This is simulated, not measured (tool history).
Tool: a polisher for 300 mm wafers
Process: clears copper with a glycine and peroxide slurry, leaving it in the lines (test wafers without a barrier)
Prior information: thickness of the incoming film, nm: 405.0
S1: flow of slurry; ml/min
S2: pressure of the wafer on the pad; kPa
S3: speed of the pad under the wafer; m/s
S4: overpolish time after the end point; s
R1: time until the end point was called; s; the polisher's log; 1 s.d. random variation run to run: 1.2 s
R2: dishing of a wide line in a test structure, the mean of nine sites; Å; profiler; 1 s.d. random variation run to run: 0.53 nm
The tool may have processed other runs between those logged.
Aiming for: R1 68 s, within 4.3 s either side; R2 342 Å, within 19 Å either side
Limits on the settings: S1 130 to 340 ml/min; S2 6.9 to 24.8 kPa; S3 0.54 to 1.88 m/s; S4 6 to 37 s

run,hour,S1,S2,S3,S4,R1,R2
1,0,220,15.9,1.2,19,72.859,603.95
2,3.4,220,15.2,1.24,17,70.439,544.15
3,10.5,175,15.2,1.24,17,73.14,531.92
4,11.7,175,15.2,1.26,15,75.961,494.47
5,19,185,14.5,1.32,14,74.491,469.22
6,24.2,185,14.5,1.38,13,71.931,458.55
7,31.3,185,14.5,1.42,12,70.365,424.18
8,39,185,14.5,1.44,11,66.913,407.84

Exercise: of the 5 proposed moves below, exactly one satisfies all targets within the stated allowed misses. Which move is it?
A,46.7,205,15.9,1.3,13,?,?
B,46.7,140,14.5,1.64,13,?,?
C,46.7,180,15.9,1.3,9,?,?
D,46.7,190,14.5,1.48,14,?,?
E,46.7,135,14.5,1.48,19,?,?

move,R1,R2
A,67.203,474.19
B,63.84,487.52
C,68.59,346.1
D,65.682,506.1
E,70.234,600.52
A: the biggest miss grows against the last run
B: the biggest miss grows against the last run
C: all results in spec
D: the biggest miss grows against the last run
E: the biggest miss grows against the last run
The move that meets every target is C.
